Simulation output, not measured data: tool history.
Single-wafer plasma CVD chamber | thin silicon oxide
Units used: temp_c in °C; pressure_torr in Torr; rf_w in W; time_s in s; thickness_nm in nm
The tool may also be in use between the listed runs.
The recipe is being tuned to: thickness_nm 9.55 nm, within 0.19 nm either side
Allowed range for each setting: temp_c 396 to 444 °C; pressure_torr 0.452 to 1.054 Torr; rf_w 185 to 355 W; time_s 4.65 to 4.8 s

run	hour	temp_c	pressure_torr	rf_w	time_s	thickness_nm
1	0	420	0.753	270	4.65	7.8607
2	1.8	420	0.753	270	4.8	8.0981
3	2.5	420	0.753	250	4.8	7.9804
4	5.2	420	0.753	250	4.65	7.6866
5	8.4	420	0.753	215	4.65	7.2466
6	15.5	420	0.79	215	4.65	7.6106
7	23	420	0.79	215	4.65	7.4863
8	30.4	420	0.83	215	4.65	7.8449
9	33.9	420	0.863	215	4.65	8.1577
10	40.8	420	0.889	215	4.65	8.2981
11	46	420	0.914	215	4.65	8.4316
12	49.1	420	0.938	215	4.65	8.6505
13	54.4	420	1.029	215	4.65	9.1863
14	63	420	1.033	215	4.65	9.1887
15	67.2	420	1.037	215	4.66	9.2403
16	75.1	420	1.04	215	4.67	9.261
17	81.3	420	1.042	215	4.68	9.3746
18	86.3	420	1.044	215	4.68	9.421

Consider the 5 candidate settings below. Which is the only one whose results all fall within their allowed miss of target?
A	91.3	422	1	220	4.65	?
B	91.3	412	1.018	215	4.65	?
C	91.3	422	1.054	215	4.74	?
D	91.3	406	0.991	225	4.65	?
E	91.3	421	0.986	210	4.8	?

move	thickness_nm
A	9.0415
B	9.1383
C	9.4539
D	9.1369
E	9.091
A: the biggest miss grows against the last run
B: the biggest miss grows against the last run
C: every result lands within tolerance
D: the biggest miss grows against the last run
E: the biggest miss grows against the last run
Move C is the one to make.

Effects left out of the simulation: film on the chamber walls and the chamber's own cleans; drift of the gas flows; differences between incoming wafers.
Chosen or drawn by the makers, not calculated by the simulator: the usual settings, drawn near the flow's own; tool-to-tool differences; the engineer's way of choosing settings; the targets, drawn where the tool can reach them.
